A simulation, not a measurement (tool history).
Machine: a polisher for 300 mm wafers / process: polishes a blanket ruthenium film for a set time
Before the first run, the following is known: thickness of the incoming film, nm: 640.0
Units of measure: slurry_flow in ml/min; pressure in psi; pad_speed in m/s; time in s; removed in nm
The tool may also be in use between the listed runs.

run	day	slurry_flow	pressure	pad_speed	time	removed
1	0.000	270	1.3	1.18	74	61.104
2	0.233	270	1.0	1.18	74	51.655
3	0.346	325	1.0	1.18	74	52.092
4	0.554	325	1.1	1.18	74	56.796
# day 0.592: worn pad replaced by a new one
5	0.592	325	1.1	1.18	74	62.290
6	0.617	320	1.1	1.18	74	60.925
7	0.742	315	1.1	1.18	74	61.815

The next listed run, before its measurement:
8	0.771	310	1.1	1.18	74	?

Run 8 came out at removed 60.579 nm.
